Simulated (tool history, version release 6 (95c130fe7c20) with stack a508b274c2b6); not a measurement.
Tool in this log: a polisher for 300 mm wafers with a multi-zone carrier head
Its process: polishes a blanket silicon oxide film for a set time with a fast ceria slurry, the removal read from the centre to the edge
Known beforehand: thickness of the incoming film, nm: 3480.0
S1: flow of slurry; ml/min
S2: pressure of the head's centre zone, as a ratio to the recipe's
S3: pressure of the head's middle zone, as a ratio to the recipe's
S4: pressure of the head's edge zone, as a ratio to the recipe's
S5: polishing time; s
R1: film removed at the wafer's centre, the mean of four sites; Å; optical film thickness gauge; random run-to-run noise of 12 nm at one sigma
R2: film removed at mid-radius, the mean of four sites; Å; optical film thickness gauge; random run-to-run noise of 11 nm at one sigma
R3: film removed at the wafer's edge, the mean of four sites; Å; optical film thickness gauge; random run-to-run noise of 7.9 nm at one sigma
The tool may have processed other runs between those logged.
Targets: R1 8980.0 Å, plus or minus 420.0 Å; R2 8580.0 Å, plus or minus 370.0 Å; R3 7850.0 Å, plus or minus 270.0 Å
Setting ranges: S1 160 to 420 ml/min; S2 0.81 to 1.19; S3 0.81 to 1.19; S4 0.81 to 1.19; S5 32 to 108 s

{"run": 1, "hour": 0.0, "S1": 270, "S2": 1.0, "S3": 1.0, "S4": 1.0, "S5": 70, "R1": 10193.0, "R2": 10395.0, "R3": 10123.0}
{"run": 2, "hour": 8.5, "S1": 270, "S2": 1.0, "S3": 1.0, "S4": 1.0, "S5": 63, "R1": 9409.7, "R2": 9282.8, "R3": 9046.2}
{"run": 3, "hour": 16.2, "S1": 270, "S2": 1.0, "S3": 0.93, "S4": 1.0, "S5": 63, "R1": 9446.5, "R2": 8671.9, "R3": 9133.1}
{"run": 4, "hour": 19.1, "S1": 270, "S2": 1.0, "S3": 0.94, "S4": 0.97, "S5": 62, "R1": 9358.0, "R2": 9017.9, "R3": 8885.1}
{"run": 5, "hour": 27.3, "S1": 270, "S2": 1.01, "S3": 0.94, "S4": 0.96, "S5": 61, "R1": 9158.2, "R2": 8630.3, "R3": 8805.0}
{"run": 6, "hour": 35.6, "S1": 270, "S2": 1.01, "S3": 0.94, "S4": 0.91, "S5": 61, "R1": 9366.3, "R2": 8583.5, "R3": 8391.1}
{"run": 7, "hour": 36.9, "S1": 270, "S2": 1.0, "S3": 0.94, "S4": 0.9, "S5": 61, "R1": 9136.6, "R2": 8652.8, "R3": 8598.6}
{"run": 8, "hour": 38.1, "S1": 270, "S2": 1.01, "S3": 0.95, "S4": 0.89, "S5": 60, "R1": 8956.5, "R2": 8401.0, "R3": 8366.2}
{"run": 9, "hour": 44.0, "S1": 275, "S2": 1.02, "S3": 0.97, "S4": 0.88, "S5": 60, "R1": 9082.9, "R2": 8791.6, "R3": 8342.5}

Consider the 4 candidate settings below. Which is the only one whose results all fall within their allowed miss of target?
{"run": "A", "hour": 49.9, "S1": 350, "S2": 1.04, "S3": 0.98, "S4": 0.83, "S5": 57, "R1": "?", "R2": "?", "R3": "?"}
{"run": "B", "hour": 49.9, "S1": 310, "S2": 1.13, "S3": 1.12, "S4": 0.81, "S5": 54, "R1": "?", "R2": "?", "R3": "?"}
{"run": "C", "hour": 49.9, "S1": 280, "S2": 0.95, "S3": 0.83, "S4": 0.9, "S5": 66, "R1": "?", "R2": "?", "R3": "?"}
{"run": "D", "hour": 49.9, "S1": 220, "S2": 0.96, "S3": 0.93, "S4": 1.01, "S5": 64, "R1": "?", "R2": "?", "R3": "?"}

move=A R1=9101.0 R2=8832.7 R3=7802.7
move=B R1=9288.5 R2=9284.6 R3=7263.5
move=C R1=9426.8 R2=8760.8 R3=9203.4
move=D R1=9028.3 R2=9134.5 R3=9172.4
A: every result within its allowed miss
B: carries the result that was furthest off beyond its target, to the other side
C: misses by more than the last run did
D: misses by more than the last run did
A meets every target.
